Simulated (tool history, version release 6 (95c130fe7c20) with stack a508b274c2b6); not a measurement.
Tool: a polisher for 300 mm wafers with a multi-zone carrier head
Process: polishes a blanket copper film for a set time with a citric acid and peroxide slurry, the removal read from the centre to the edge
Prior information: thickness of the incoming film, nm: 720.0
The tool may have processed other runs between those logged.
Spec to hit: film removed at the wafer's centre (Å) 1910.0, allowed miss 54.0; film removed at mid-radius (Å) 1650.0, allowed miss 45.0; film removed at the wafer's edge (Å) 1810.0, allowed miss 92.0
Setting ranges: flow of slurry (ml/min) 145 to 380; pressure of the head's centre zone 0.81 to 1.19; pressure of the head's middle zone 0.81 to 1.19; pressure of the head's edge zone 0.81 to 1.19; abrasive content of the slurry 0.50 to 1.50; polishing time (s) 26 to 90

run	hour	flow of slurry (ml/min)	pressure of the head's centre zone	pressure of the head's middle zone	pressure of the head's edge zone	abrasive content of the slurry	polishing time (s)	film removed at the wafer's centre (Å)	film removed at mid-radius (Å)	film removed at the wafer's edge (Å)
1	0.0	245	1.00	1.00	1.00	1.00	58	1500.8	1501.1	1433.3
2	6.0	245	1.00	1.00	1.00	1.10	58	1536.0	1566.6	1488.3
3	8.1	250	1.02	0.99	1.02	1.15	58	1581.1	1555.3	1509.2
4	11.0	250	1.02	0.99	1.02	1.20	58	1600.9	1568.4	1566.4
# hour 12.0: edge zone pressure recalibrated
5	12.0	250	1.02	0.99	1.02	1.20	46	1258.8	1242.0	1270.8
6	20.7	255	1.04	0.99	1.04	1.25	47	1347.1	1282.7	1348.9
7	26.9	265	1.06	1.01	1.06	1.30	47	1390.2	1340.1	1373.5
8	28.4	270	1.07	1.01	1.08	1.35	48	1450.9	1381.9	1393.9
9	35.0	265	1.07	1.00	1.09	1.35	50	1509.4	1419.1	1469.8
10	37.0	265	1.08	1.00	1.10	1.35	51	1545.3	1429.7	1505.8
11	41.1	300	1.17	1.03	1.19	1.50	57	1966.9	1709.3	1813.3

Consider the 4 candidate settings below. Which is the only one whose results all fall within their allowed miss of target?
A	45.2	300	1.19	1.00	1.19	1.50	59	?	?	?
B	45.2	315	1.16	0.96	1.13	1.45	59	?	?	?
C	45.2	315	1.15	1.07	1.15	1.50	59	?	?	?
D	45.2	315	1.15	0.99	1.19	1.35	58	?	?	?

move	film removed at the wafer's centre (Å)	film removed at mid-radius (Å)	film removed at the wafer's edge (Å)
A	2049.6	1743.0	1867.1
B	1990.8	1678.5	1810.1
C	1991.9	1855.6	1839.4
D	1906.1	1663.3	1794.7
A: the biggest miss grows against the last run
B: the furthest-off result lands on target, but another misses its tolerance
C: the biggest miss grows against the last run
D: each result inside its tolerance
Answer: D

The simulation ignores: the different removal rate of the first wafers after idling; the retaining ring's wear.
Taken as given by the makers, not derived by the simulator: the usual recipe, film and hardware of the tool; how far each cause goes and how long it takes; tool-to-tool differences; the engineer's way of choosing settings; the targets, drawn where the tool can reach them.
